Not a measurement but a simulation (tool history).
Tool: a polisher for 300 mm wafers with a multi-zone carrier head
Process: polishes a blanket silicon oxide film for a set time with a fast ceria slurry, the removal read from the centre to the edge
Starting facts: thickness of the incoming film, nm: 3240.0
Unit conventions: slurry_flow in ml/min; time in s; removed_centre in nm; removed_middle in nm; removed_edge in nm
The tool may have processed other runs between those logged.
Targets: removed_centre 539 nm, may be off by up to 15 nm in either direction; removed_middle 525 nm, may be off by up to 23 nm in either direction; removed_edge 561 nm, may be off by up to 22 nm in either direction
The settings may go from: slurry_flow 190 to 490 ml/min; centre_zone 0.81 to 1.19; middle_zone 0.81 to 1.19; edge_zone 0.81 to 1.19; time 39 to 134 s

Run 1, hour 0: slurry_flow 315 ml/min, centre_zone 1, middle_zone 1, edge_zone 1, time 86 s. Result: removed_centre 830.77 nm, removed_middle 894.71 nm, removed_edge 917.09 nm.
Run 2, hour 6: slurry_flow 315 ml/min, centre_zone 0.96, middle_zone 1, edge_zone 1, time 86 s. Result: removed_centre 799.36 nm, removed_middle 907.04 nm, removed_edge 905.01 nm.
Run 3, hour 10.2: slurry_flow 315 ml/min, centre_zone 0.96, middle_zone 1, edge_zone 0.92, time 86 s. Result: removed_centre 804.67 nm, removed_middle 906.7 nm, removed_edge 884.07 nm.
Run 4, hour 18.1: slurry_flow 315 ml/min, centre_zone 0.88, middle_zone 1, edge_zone 0.92, time 86 s. Result: removed_centre 727.19 nm, removed_middle 895.62 nm, removed_edge 883.95 nm.
Run 5, hour 23.2: slurry_flow 315 ml/min, centre_zone 0.9, middle_zone 0.98, edge_zone 0.91, time 80 s. Result: removed_centre 688.17 nm, removed_middle 824.51 nm, removed_edge 821.95 nm.
Run 6, hour 29.7: slurry_flow 315 ml/min, centre_zone 0.92, middle_zone 0.96, edge_zone 0.9, time 75 s. Result: removed_centre 662.09 nm, removed_middle 763.46 nm, removed_edge 762.77 nm.
Run 7, hour 35.8: slurry_flow 315 ml/min, centre_zone 0.92, middle_zone 0.96, edge_zone 0.9, time 75 s. Result: removed_centre 668.03 nm, removed_middle 771.81 nm, removed_edge 764.24 nm.
Run 8, hour 42.2: slurry_flow 315 ml/min, centre_zone 0.93, middle_zone 0.94, edge_zone 0.9, time 71 s. Result: removed_centre 645.14 nm, removed_middle 706.43 nm, removed_edge 715.95 nm.
Run 9, hour 49.3: slurry_flow 315 ml/min, centre_zone 0.93, middle_zone 0.92, edge_zone 0.89, time 68 s. Result: removed_centre 607.74 nm, removed_middle 668.15 nm, removed_edge 688.21 nm.
Run 10, hour 58.2: slurry_flow 315 ml/min, centre_zone 0.94, middle_zone 0.91, edge_zone 0.88, time 66 s. Result: removed_centre 596.81 nm, removed_middle 640.41 nm, removed_edge 661.54 nm.
Run 11, hour 63.1: slurry_flow 315 ml/min, centre_zone 0.95, middle_zone 0.9, edge_zone 0.87, time 64 s. Result: removed_centre 588.92 nm, removed_middle 641.16 nm, removed_edge 630.26 nm.
Run 12, hour 70.7: slurry_flow 285 ml/min, centre_zone 1.01, middle_zone 0.81, edge_zone 0.96, time 50 s. Result: removed_centre 486.65 nm, removed_middle 447.77 nm, removed_edge 518.03 nm.
Run 13, hour 78.5: slurry_flow 300 ml/min, centre_zone 1.01, middle_zone 0.83, edge_zone 0.96, time 50 s. Result: removed_centre 481.69 nm, removed_middle 452.99 nm, removed_edge 520.66 nm.
Run 14, hour 81.6: slurry_flow 300 ml/min, centre_zone 1.02, middle_zone 0.85, edge_zone 0.96, time 51 s. Result: removed_centre 497.97 nm, removed_middle 477.43 nm, removed_edge 522.49 nm.
Run 15, hour 84: slurry_flow 300 ml/min, centre_zone 1.02, middle_zone 0.86, edge_zone 0.96, time 52 s. Result: removed_centre 509.74 nm, removed_middle 488.08 nm, removed_edge 539.7 nm.
Run 16, hour 86: slurry_flow 305 ml/min, centre_zone 1.02, middle_zone 0.87, edge_zone 0.96, time 52 s. Result: removed_centre 506.36 nm, removed_middle 496.27 nm, removed_edge 541.45 nm.
Run 17, hour 87.6: slurry_flow 310 ml/min, centre_zone 1.03, middle_zone 0.87, edge_zone 0.96, time 52 s. Result: removed_centre 517.98 nm, removed_middle 511.65 nm, removed_edge 534.72 nm.
At hour 88.2: centre zone pressure recalibrated.
Run 18, hour 88.2: slurry_flow 315 ml/min, centre_zone 1.03, middle_zone 0.87, edge_zone 0.98, time 54 s. Result: removed_centre 591.73 nm, removed_middle 513.48 nm, removed_edge 576.91 nm.
Run 19, hour 96.3: slurry_flow 225 ml/min, centre_zone 0.99, middle_zone 0.91, edge_zone 0.98, time 55 s. Result: removed_centre 545.49 nm, removed_middle 523.47 nm, removed_edge 561.99 nm.

Which of these 4 next moves meets every target?
Run A, hour 104.4: slurry_flow 300 ml/min, centre_zone 0.87, middle_zone 0.95, edge_zone 0.91, time 57 s. Result: removed_centre ?, removed_middle ?, removed_edge ?.
Run B, hour 104.4: slurry_flow 225 ml/min, centre_zone 1.07, middle_zone 0.98, edge_zone 0.94, time 50 s. Result: removed_centre ?, removed_middle ?, removed_edge ?.
Run C, hour 104.4: slurry_flow 200 ml/min, centre_zone 1, middle_zone 0.93, edge_zone 0.94, time 58 s. Result: removed_centre ?, removed_middle ?, removed_edge ?.
Run D, hour 104.4: slurry_flow 245 ml/min, centre_zone 0.95, middle_zone 0.9, edge_zone 0.96, time 55 s. Result: removed_centre ?, removed_middle ?, removed_edge ?.

move  removed_centre  removed_middle  removed_edge
   A             521          577.37        574.74
   B          543.32          501.32        499.33
   C           578.1          550.61         572.7
   D          536.11          523.55        559.66
A: moves the result that the last run missed by most past its target, out the other side
B: the worst result of the last run now meets its target, but another is out of spec
C: lands further from the targets than the last run did
D: in spec on every target
The move that meets every target is D.

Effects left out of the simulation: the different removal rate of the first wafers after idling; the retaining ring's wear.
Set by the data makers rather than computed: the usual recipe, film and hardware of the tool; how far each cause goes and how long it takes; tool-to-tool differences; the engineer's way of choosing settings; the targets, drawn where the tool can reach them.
